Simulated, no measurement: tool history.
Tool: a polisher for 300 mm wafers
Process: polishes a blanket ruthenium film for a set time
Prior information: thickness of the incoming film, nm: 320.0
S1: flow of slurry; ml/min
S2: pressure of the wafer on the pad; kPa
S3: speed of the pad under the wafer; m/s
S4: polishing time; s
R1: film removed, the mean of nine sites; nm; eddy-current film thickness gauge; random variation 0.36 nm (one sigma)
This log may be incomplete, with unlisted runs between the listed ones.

run	hour	S1	S2	S3	S4	R1
1	0.0	220	17.9	0.78	57	65.999
2	2.4	220	15.9	0.78	57	58.734
3	5.1	180	15.9	0.78	57	57.489
4	9.0	180	15.2	0.78	57	55.149
5	13.4	180	15.2	0.78	57	54.776
6	18.7	175	15.2	0.78	57	54.048

Run 7 comes next. What will it give?
7	24.4	170	15.2	0.78	57	?

{"run 7": {"R1": 53.722}}
